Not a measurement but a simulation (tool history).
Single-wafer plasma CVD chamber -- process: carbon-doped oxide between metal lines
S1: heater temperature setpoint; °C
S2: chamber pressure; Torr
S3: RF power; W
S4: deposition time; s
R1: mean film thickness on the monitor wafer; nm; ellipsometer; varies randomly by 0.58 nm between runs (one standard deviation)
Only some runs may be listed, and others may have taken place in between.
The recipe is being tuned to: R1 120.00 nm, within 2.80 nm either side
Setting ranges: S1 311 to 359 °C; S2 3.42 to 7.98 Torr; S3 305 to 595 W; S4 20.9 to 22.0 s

{"run": 1, "hour": 0.0, "S1": 335, "S2": 5.7, "S3": 450, "S4": 22.0, "R1": 108.37}
{"run": 2, "hour": 3.6, "S1": 335, "S2": 6.6, "S3": 450, "S4": 22.0, "R1": 109.49}
{"run": 3, "hour": 7.3, "S1": 335, "S2": 6.18, "S3": 450, "S4": 22.0, "R1": 108.55}
{"run": 4, "hour": 11.1, "S1": 335, "S2": 6.18, "S3": 490, "S4": 22.0, "R1": 115.89}
{"run": 5, "hour": 12.8, "S1": 334, "S2": 6.21, "S3": 490, "S4": 22.0, "R1": 114.46}
{"run": 6, "hour": 14.0, "S1": 343, "S2": 6.21, "S3": 490, "S4": 22.0, "R1": 112.69}
{"run": 7, "hour": 14.8, "S1": 342, "S2": 6.26, "S3": 495, "S4": 22.0, "R1": 113.18}
{"run": 8, "hour": 21.1, "S1": 341, "S2": 6.3, "S3": 500, "S4": 22.0, "R1": 113.88}
{"run": 9, "hour": 28.8, "S1": 340, "S2": 6.33, "S3": 505, "S4": 22.0, "R1": 115.74}
{"run": 10, "hour": 37.4, "S1": 340, "S2": 6.33, "S3": 505, "S4": 22.0, "R1": 116.02}
{"run": 11, "hour": 41.0, "S1": 339, "S2": 6.36, "S3": 505, "S4": 22.0, "R1": 116.1}
{"run": 12, "hour": 45.9, "S1": 338, "S2": 6.38, "S3": 505, "S4": 22.0, "R1": 116.69}
{"run": 13, "hour": 49.5, "S1": 338, "S2": 6.4, "S3": 505, "S4": 22.0, "R1": 116.51}
{"run": 14, "hour": 58.1, "S1": 338, "S2": 6.42, "S3": 505, "S4": 22.0, "R1": 117.28}
{"run": 15, "hour": 60.5, "S1": 338, "S2": 6.45, "S3": 505, "S4": 22.0, "R1": 116.32}

Pick the move, out of 5, that brings all results within their allowed miss; only one does.
{"run": "A", "hour": 62.9, "S1": 337, "S2": 5.87, "S3": 495, "S4": 21.5, "R1": "?"}
{"run": "B", "hour": 62.9, "S1": 335, "S2": 6.96, "S3": 500, "S4": 21.0, "R1": "?"}
{"run": "C", "hour": 62.9, "S1": 346, "S2": 6.44, "S3": 515, "S4": 20.9, "R1": "?"}
{"run": "D", "hour": 62.9, "S1": 331, "S2": 5.33, "S3": 525, "S4": 20.9, "R1": "?"}
{"run": "E", "hour": 62.9, "S1": 331, "S2": 6.5, "S3": 515, "S4": 22.0, "R1": "?"}

move=A R1=112.45
move=B R1=113.00
move=C R1=110.38
move=D R1=113.68
move=E R1=121.18
A: further off than the last run
B: further off than the last run
C: further off than the last run
D: further off than the last run
E: meets every target
The right move is E.
